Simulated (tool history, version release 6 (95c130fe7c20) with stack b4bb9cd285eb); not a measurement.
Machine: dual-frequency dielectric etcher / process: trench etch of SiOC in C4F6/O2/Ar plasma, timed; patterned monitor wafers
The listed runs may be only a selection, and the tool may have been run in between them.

run  hour  source power (W)  bias power (W)  etch time (s)  mean etch depth across the wafer (nm)
  1     0               460             157             10                                 21.647
  2   8.9               460             157             10                                 21.519
  3   9.6               420             157             10                                 21.063
  4  13.5               420             184             10                                 22.179
  5  19.3               420             170             10                                 21.554
  6  24.8               390             161             10                                 20.881
  7  29.4               370             152             10                                  20.28

Run 8 comes next. What will it give?
  8  34.4               290             136            9.5                                      ?

mean etch depth across the wafer (nm): 17.868
